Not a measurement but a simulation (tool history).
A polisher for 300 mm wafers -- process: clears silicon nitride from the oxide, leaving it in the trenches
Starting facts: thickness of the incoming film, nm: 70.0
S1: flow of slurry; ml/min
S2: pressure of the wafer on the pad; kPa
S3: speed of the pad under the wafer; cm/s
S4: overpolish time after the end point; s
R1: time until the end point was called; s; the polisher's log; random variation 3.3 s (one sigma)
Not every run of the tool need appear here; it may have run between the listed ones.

Run 1, hour 0: S1 205 ml/min, S2 15.2 kPa, S3 98 cm/s, S4 40 s. Result: R1 109.48 s.
Run 2, hour 1.4: S1 205 ml/min, S2 15.2 kPa, S3 98 cm/s, S4 43 s. Result: R1 108.12 s.
Run 3, hour 5.6: S1 205 ml/min, S2 15.2 kPa, S3 108 cm/s, S4 43 s. Result: R1 97.376 s.
Run 4, hour 12.5: S1 205 ml/min, S2 14.5 kPa, S3 106 cm/s, S4 43 s. Result: R1 102.23 s.
Run 5, hour 13.5: S1 205 ml/min, S2 14.5 kPa, S3 96 cm/s, S4 43 s. Result: R1 115.22 s.
Run 6, hour 15.8: S1 205 ml/min, S2 13.8 kPa, S3 96 cm/s, S4 43 s. Result: R1 123.12 s.

Run 7 is up next; what results do you expect?
Run 7, hour 21.6: S1 205 ml/min, S2 13.1 kPa, S3 96 cm/s, S4 43 s. Result: R1 ?.

R1: 126.87 s

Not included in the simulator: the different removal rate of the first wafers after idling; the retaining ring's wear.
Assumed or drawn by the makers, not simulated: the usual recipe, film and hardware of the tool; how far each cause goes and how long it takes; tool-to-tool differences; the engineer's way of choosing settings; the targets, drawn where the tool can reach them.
